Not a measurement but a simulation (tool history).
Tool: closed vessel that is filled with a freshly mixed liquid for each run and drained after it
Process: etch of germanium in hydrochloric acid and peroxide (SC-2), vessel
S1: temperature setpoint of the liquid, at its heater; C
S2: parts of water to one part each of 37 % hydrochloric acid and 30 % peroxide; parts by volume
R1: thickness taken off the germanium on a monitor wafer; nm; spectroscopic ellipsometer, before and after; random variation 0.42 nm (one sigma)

run 1 hour=0.0 | S1=49.0 S2=10.5 time_in_the_liquid_(s)=30 | R1=71.910
run 2 hour=7.4 | S1=44.5 S2=12.5 time_in_the_liquid_(s)=30 | R1=60.102
run 3 hour=8.2 | S1=44.5 S2=10.5 time_in_the_liquid_(s)=30 | R1=61.922
run 4 hour=16.6 | S1=44.5 S2=13.5 time_in_the_liquid_(s)=30 | R1=59.768
run 5 hour=20.2 | S1=51.0 S2=13.5 time_in_the_liquid_(s)=30 | R1=73.875
run 6 hour=26.3 | S1=51.0 S2=10.0 time_in_the_liquid_(s)=30 | R1=76.861
run 7 hour=34.3 | S1=46.0 S2=11.5 time_in_the_liquid_(s)=30 | R1=64.040
run 8 hour=43.0 | S1=42.5 S2=12.5 time_in_the_liquid_(s)=30 | R1=56.751

Forecast run 9:
run 9 hour=45.9 | S1=40.0 S2=13.5 time_in_the_liquid_(s)=30 | R1=?

R1: 52.176 nm
